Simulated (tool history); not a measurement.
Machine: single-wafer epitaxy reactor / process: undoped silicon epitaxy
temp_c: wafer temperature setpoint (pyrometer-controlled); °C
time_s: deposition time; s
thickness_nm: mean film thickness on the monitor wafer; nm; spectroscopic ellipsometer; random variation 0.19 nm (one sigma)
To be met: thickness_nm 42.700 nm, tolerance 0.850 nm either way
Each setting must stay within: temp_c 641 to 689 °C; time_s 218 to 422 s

run 1 hour=0.0 | temp_c=665 time_s=320 | thickness_nm=68.863
run 2 hour=3.1 | temp_c=673 time_s=320 | thickness_nm=82.647
run 3 hour=4.2 | temp_c=673 time_s=296 | thickness_nm=76.509
run 4 hour=8.1 | temp_c=683 time_s=296 | thickness_nm=95.734
run 5 hour=15.7 | temp_c=676 time_s=295 | thickness_nm=81.320
run 6 hour=20.6 | temp_c=685 time_s=295 | thickness_nm=101.200
run 7 hour=23.8 | temp_c=678 time_s=294 | thickness_nm=84.996
run 8 hour=29.1 | temp_c=672 time_s=293 | thickness_nm=73.117
run 9 hour=30.3 | temp_c=668 time_s=293 | thickness_nm=67.186
run 10 hour=34.8 | temp_c=664 time_s=293 | thickness_nm=61.290
run 11 hour=43.0 | temp_c=661 time_s=293 | thickness_nm=56.659
run 12 hour=47.1 | temp_c=659 time_s=293 | thickness_nm=53.541
run 13 hour=54.8 | temp_c=657 time_s=293 | thickness_nm=51.198
run 14 hour=57.3 | temp_c=656 time_s=293 | thickness_nm=50.272
run 15 hour=60.9 | temp_c=655 time_s=293 | thickness_nm=49.160
run 16 hour=66.7 | temp_c=654 time_s=293 | thickness_nm=47.810
run 17 hour=67.7 | temp_c=653 time_s=293 | thickness_nm=46.406
run 18 hour=72.0 | temp_c=652 time_s=293 | thickness_nm=45.324
run 19 hour=76.1 | temp_c=651 time_s=293 | thickness_nm=44.325

Consider the 5 candidate settings below. Which is the only one whose results all fall within their allowed miss of target?
run A hour=80.2 | temp_c=646 time_s=318 | thickness_nm=?
run B hour=80.2 | temp_c=653 time_s=307 | thickness_nm=?
run C hour=80.2 | temp_c=652 time_s=289 | thickness_nm=?
run D hour=80.2 | temp_c=654 time_s=275 | thickness_nm=?
run E hour=80.2 | temp_c=651 time_s=272 | thickness_nm=?

move=A thickness_nm=42.273
move=B thickness_nm=48.610
move=C thickness_nm=44.639
move=D thickness_nm=44.634
move=E thickness_nm=40.982
A: in spec on every target
B: the biggest miss grows against the last run
C: the biggest miss grows against the last run
D: the biggest miss grows against the last run
E: pushes the last run's worst result past its target
A meets every target.

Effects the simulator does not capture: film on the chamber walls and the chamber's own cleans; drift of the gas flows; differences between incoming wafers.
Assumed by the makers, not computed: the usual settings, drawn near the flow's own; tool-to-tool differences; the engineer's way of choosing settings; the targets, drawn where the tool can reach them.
